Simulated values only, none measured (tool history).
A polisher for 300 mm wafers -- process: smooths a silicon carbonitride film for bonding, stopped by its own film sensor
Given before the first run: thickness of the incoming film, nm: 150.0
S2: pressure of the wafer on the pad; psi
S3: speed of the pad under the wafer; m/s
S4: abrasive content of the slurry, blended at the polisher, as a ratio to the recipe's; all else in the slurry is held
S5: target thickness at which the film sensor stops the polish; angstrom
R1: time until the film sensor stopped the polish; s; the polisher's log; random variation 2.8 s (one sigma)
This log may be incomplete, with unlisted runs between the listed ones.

run 1 hour=0 | flow_of_slurry_(ml/min)=240 S2=1.5 S3=0.92 S4=1 S5=1240 | R1=193.15
run 2 hour=5.8 | flow_of_slurry_(ml/min)=240 S2=1.3 S3=0.92 S4=1 S5=1240 | R1=220.57
run 3 hour=14.3 | flow_of_slurry_(ml/min)=200 S2=1.3 S3=0.92 S4=1 S5=1240 | R1=227.24
run 4 hour=20.6 | flow_of_slurry_(ml/min)=200 S2=1.1 S3=0.92 S4=1 S5=1240 | R1=267.38
run 5 hour=26.6 | flow_of_slurry_(ml/min)=200 S2=1.1 S3=0.92 S4=0.85 S5=1240 | R1=284.08
run 6 hour=30.3 | flow_of_slurry_(ml/min)=240 S2=1.1 S3=0.92 S4=0.85 S5=1240 | R1=278.93

Run 7 is up next; what results do you expect?
run 7 hour=33.5 | flow_of_slurry_(ml/min)=235 S2=1 S3=0.92 S4=0.85 S5=1240 | R1=?

Logged for run 7: R1 308.5 s.
